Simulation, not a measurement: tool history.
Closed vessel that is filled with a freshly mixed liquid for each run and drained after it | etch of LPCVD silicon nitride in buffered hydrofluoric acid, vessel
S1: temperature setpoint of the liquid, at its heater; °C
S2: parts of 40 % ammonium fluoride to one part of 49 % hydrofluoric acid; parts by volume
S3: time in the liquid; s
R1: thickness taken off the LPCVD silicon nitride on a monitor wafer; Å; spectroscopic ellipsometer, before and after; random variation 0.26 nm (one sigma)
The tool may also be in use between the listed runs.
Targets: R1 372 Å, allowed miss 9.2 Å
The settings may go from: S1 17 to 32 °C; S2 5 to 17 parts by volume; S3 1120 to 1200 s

Run 1, day 0: S1 24 °C, S2 10.5 parts by volume, S3 1120 s. Result: R1 173.85 Å.
Run 2, day 0.067: S1 24 °C, S2 9 parts by volume, S3 1120 s. Result: R1 198.47 Å.
Run 3, day 0.2: S1 24 °C, S2 11.5 parts by volume, S3 1120 s. Result: R1 158.94 Å.
Run 4, day 0.396: S1 26 °C, S2 10 parts by volume, S3 1120 s. Result: R1 200.68 Å.
At day 0.692: hydrofluoric acid flow meter replaced.
Run 5, day 0.692: S1 27.5 °C, S2 9 parts by volume, S3 1120 s. Result: R1 225.42 Å.
Run 6, day 1.079: S1 28.5 °C, S2 8 parts by volume, S3 1125 s. Result: R1 267.95 Å.
Run 7, day 1.183: S1 29.5 °C, S2 7.5 parts by volume, S3 1125 s. Result: R1 304.65 Å.
Run 8, day 1.412: S1 30 °C, S2 7.5 parts by volume, S3 1125 s. Result: R1 311.34 Å.
Run 9, day 1.662: S1 30.5 °C, S2 7.5 parts by volume, S3 1125 s. Result: R1 318.89 Å.
Run 10, day 1.992: S1 30.5 °C, S2 7.5 parts by volume, S3 1125 s. Result: R1 315.31 Å.
Run 11, day 2.179: S1 31 °C, S2 7 parts by volume, S3 1125 s. Result: R1 352.27 Å.
Run 12, day 2.304: S1 31 °C, S2 7 parts by volume, S3 1125 s. Result: R1 353.05 Å.

4 next moves are on the table. One of them brings every result within its allowed miss. Which?
Run A, day 2.429: S1 30.5 °C, S2 7 parts by volume, S3 1155 s. Result: R1 ?.
Run B, day 2.429: S1 31.5 °C, S2 7.5 parts by volume, S3 1160 s. Result: R1 ?.
Run C, day 2.429: S1 32 °C, S2 7.5 parts by volume, S3 1200 s. Result: R1 ?.
Run D, day 2.429: S1 28 °C, S2 6 parts by volume, S3 1135 s. Result: R1 ?.

move      R1
   A  357.12
   B  350.75
   C  372.36
   D   351.6
A: nearer than the last run, and not there yet
B: further off than the last run
C: meets every target
D: further off than the last run
Move C is the one to make.
